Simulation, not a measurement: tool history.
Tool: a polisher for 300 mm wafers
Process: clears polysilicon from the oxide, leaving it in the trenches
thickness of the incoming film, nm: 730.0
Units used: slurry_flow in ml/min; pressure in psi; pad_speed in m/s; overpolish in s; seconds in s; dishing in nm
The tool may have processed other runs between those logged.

| run | hour | slurry_flow | pressure | pad_speed | overpolish | seconds | dishing |
|---|---|---|---|---|---|---|---|
| 1 | 0.0 | 150 | 1.7 | 0.98 | 13 | 83.203 | 29.633 |
| 2 | 1.0 | 150 | 1.6 | 0.98 | 14 | 89.993 | 31.588 |
| 3 | 5.2 | 150 | 1.6 | 0.76 | 14 | 113.260 | 29.073 |
| 4 | 11.2 | 150 | 1.6 | 0.98 | 14 | 90.995 | 29.796 |
| 5 | 16.6 | 150 | 1.6 | 1.08 | 14 | 81.210 | 30.705 |
|  | 23.1 | head pressure recalibrated |
| 6 | 23.1 | 150 | 1.5 | 1.08 | 15 | 81.453 | 30.814 |
| 7 | 28.0 | 150 | 1.5 | 1.08 | 15 | 79.664 | 31.293 |
| 8 | 34.3 | 150 | 1.4 | 1.06 | 16 | 89.469 | 30.990 |
| 9 | 36.7 | 150 | 1.3 | 1.06 | 17 | 91.778 | 30.243 |
| 10 | 39.6 | 150 | 1.3 | 1.02 | 19 | 94.836 | 32.075 |
| 11 | 44.1 | 150 | 1.2 | 1.02 | 19 | 103.740 | 31.872 |

For run 12, what comes out?
| 12 | 46.3 | 150 | 1.2 | 1.02 | 19 | ? | ? |

Run 12 gave seconds 104.340 s, dishing 31.383 nm.

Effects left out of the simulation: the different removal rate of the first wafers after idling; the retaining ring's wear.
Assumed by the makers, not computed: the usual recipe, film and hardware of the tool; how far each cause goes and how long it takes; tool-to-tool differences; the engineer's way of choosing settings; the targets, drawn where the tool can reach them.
